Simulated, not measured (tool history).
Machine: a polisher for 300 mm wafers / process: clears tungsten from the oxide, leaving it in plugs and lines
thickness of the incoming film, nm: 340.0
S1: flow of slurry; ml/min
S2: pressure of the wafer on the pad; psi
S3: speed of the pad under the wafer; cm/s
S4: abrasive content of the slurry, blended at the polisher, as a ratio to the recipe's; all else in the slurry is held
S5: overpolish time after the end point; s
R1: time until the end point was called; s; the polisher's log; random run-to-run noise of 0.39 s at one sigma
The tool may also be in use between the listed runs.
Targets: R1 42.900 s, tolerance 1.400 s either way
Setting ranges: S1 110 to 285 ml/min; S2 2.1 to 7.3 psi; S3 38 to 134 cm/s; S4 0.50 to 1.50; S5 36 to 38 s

| run | hour | S1 | S2 | S3 | S4 | S5 | R1 |
|---|---|---|---|---|---|---|---|
| 1 | 0.0 | 180 | 4.7 | 86 | 1.00 | 36 | 87.791 |
| 2 | 7.1 | 180 | 5.6 | 86 | 1.00 | 36 | 73.014 |
| 3 | 8.6 | 180 | 5.6 | 94 | 1.00 | 36 | 66.431 |
| 4 | 15.4 | 185 | 5.9 | 96 | 1.00 | 36 | 62.535 |
| 5 | 17.6 | 185 | 6.1 | 98 | 1.00 | 36 | 59.640 |
| 6 | 23.7 | 185 | 6.3 | 100 | 1.00 | 36 | 56.908 |
| 7 | 26.7 | 185 | 6.5 | 102 | 1.00 | 36 | 54.513 |
|  | 34.7 | worn pad replaced by a new one |
| 8 | 34.7 | 185 | 6.6 | 104 | 1.00 | 36 | 47.175 |

Pick the move, out of 4, that brings all results within their allowed miss; only one does.
| A | 42.7 | 175 | 7.0 | 120 | 1.05 | 36 | ? |
| B | 42.7 | 160 | 7.1 | 108 | 1.05 | 36 | ? |
| C | 42.7 | 200 | 6.8 | 120 | 0.95 | 38 | ? |
| D | 42.7 | 185 | 6.4 | 112 | 0.95 | 36 | ? |

| move | R1 |
|---|---|
| A | 38.975 |
| B | 43.012 |
| C | 40.407 |
| D | 46.222 |
A: takes the biggest miss from the last run beyond its target
B: all results land within tolerance of their targets
C: takes the biggest miss from the last run beyond its target
D: closes in on the targets versus the last run, not all within tolerance yet
Correct choice: B, which meets every target
